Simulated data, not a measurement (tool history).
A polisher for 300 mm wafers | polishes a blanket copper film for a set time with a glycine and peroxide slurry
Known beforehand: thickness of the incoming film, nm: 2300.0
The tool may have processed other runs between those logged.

run  hour  flow of slurry (ml/min)  pressure of the wafer on the pad (kPa)  speed of the pad under the wafer (m/s)  polishing time (s)  film removed (nm)
  1   0.0                      265                                    20.0                                    1.28                  40             291.61
  2   7.7                      265                                    20.0                                    1.08                  40             256.68
  3  12.6                      205                                    20.0                                    1.08                  40             248.99
  4  18.2                      210                                    20.7                                    1.08                  40             251.91
  5  18.9                      210                                    20.7                                    0.86                  40             211.85
  6  20.0                      215                                    22.1                                    0.86                  40             220.29
  7  28.3                      220                                    23.4                                    0.86                  40             233.84

Forecast run 8:
     29.4  -- head pressure recalibrated
  8  29.4                      225                                    24.1                                    0.86                  40                  ?

{"run 8": {"film removed (nm)": 255.02}}
